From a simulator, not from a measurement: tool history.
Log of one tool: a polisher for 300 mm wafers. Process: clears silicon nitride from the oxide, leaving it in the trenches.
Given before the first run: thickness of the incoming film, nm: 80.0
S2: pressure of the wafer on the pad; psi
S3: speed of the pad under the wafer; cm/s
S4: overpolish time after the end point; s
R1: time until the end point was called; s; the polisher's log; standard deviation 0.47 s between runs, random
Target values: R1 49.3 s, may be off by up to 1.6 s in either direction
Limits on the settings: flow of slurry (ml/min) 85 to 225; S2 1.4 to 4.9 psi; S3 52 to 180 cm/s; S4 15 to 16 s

Run 1, hour 0: flow of slurry (ml/min) 145, S2 3.1 psi, S3 116 cm/s, S4 15 s. Result: R1 83.034 s.
Run 2, hour 7.8: flow of slurry (ml/min) 145, S2 2.6 psi, S3 116 cm/s, S4 15 s. Result: R1 98.353 s.
Run 3, hour 15.7: flow of slurry (ml/min) 150, S2 2.8 psi, S3 116 cm/s, S4 15 s. Result: R1 92.224 s.
Run 4, hour 22.7: flow of slurry (ml/min) 150, S2 3 psi, S3 116 cm/s, S4 15 s. Result: R1 87.276 s.
Run 5, hour 24.3: flow of slurry (ml/min) 120, S2 3 psi, S3 116 cm/s, S4 15 s. Result: R1 89.521 s.
Run 6, hour 29.1: flow of slurry (ml/min) 120, S2 3 psi, S3 116 cm/s, S4 15 s. Result: R1 90.066 s.
Run 7, hour 31.3: flow of slurry (ml/min) 125, S2 3.2 psi, S3 116 cm/s, S4 15 s. Result: R1 83.53 s.
Run 8, hour 33.5: flow of slurry (ml/min) 130, S2 3.4 psi, S3 116 cm/s, S4 15 s. Result: R1 78.788 s.
Run 9, hour 36.6: flow of slurry (ml/min) 135, S2 3.6 psi, S3 116 cm/s, S4 15 s. Result: R1 72.519 s.
Run 10, hour 40.9: flow of slurry (ml/min) 140, S2 3.7 psi, S3 116 cm/s, S4 15 s. Result: R1 70.998 s.
Run 11, hour 43.6: flow of slurry (ml/min) 140, S2 3.8 psi, S3 116 cm/s, S4 15 s. Result: R1 69.116 s.
Run 12, hour 50.7: flow of slurry (ml/min) 140, S2 3.9 psi, S3 116 cm/s, S4 15 s. Result: R1 68.761 s.
Run 13, hour 52.6: flow of slurry (ml/min) 140, S2 4 psi, S3 116 cm/s, S4 15 s. Result: R1 67.158 s.
Run 14, hour 56: flow of slurry (ml/min) 140, S2 4.1 psi, S3 116 cm/s, S4 15 s. Result: R1 63.956 s.

Exercise: of the 5 proposed moves below, exactly one satisfies all targets within the stated allowed misses. Which move is it?
Run A, hour 59.4: flow of slurry (ml/min) 125, S2 3.4 psi, S3 84 cm/s, S4 16 s. Result: R1 ?.
Run B, hour 59.4: flow of slurry (ml/min) 100, S2 4.8 psi, S3 158 cm/s, S4 15 s. Result: R1 ?.
Run C, hour 59.4: flow of slurry (ml/min) 145, S2 4.6 psi, S3 144 cm/s, S4 15 s. Result: R1 ?.
Run D, hour 59.4: flow of slurry (ml/min) 130, S2 4.5 psi, S3 128 cm/s, S4 16 s. Result: R1 ?.
Run E, hour 59.4: flow of slurry (ml/min) 150, S2 3.8 psi, S3 94 cm/s, S4 15 s. Result: R1 ?.

move      R1
   A  94.064
   B   46.38
   C  49.228
   D   55.15
   E  77.434
A: lands further from the targets than the last run did
B: carries the result that was furthest off beyond its target, to the other side
C: every result within its allowed miss
D: gains on the last run, yet a result remains outside its allowed miss
E: lands further from the targets than the last run did
The move that meets every target is C.
